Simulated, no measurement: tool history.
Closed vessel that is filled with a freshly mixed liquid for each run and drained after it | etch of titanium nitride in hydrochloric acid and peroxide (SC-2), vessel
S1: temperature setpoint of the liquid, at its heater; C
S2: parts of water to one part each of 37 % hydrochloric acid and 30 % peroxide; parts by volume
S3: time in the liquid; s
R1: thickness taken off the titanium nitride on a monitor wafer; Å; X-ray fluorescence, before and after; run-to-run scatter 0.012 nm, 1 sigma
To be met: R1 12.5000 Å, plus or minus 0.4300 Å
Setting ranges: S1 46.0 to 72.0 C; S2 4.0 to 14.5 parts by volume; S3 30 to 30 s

run  hour    S1   S2  S3       R1
  1   0.0  62.0  8.0  30  24.9580
  2   7.7  62.0  8.0  30  25.1690
  3  10.0  59.5  8.0  30  21.7260
  4  13.8  57.5  8.0  30  18.8290
  5  19.7  57.5  9.5  30  16.4550
  6  27.5  57.5  9.5  30  16.3260
  7  31.3  52.5  9.5  30  11.8610
  8  37.9  52.5  9.5  30  11.6450

Below are 5 possible settings for the next run. Only one of them brings all results inside the allowed miss of their targets. Which is it?
  A  44.5  54.0  13.0  30   ?
  B  44.5  52.5  10.5  30   ?
  C  44.5  51.0   8.0  30   ?
  D  44.5  53.0  11.0  30   ?
  E  44.5  48.5   8.0  30   ?

move       R1
   A   9.8631
   B  10.7300
   C  12.1500
   D  10.6620
   E  10.2810
A: further off than the last run
B: further off than the last run
C: in spec on every target
D: further off than the last run
E: further off than the last run
C meets every target.

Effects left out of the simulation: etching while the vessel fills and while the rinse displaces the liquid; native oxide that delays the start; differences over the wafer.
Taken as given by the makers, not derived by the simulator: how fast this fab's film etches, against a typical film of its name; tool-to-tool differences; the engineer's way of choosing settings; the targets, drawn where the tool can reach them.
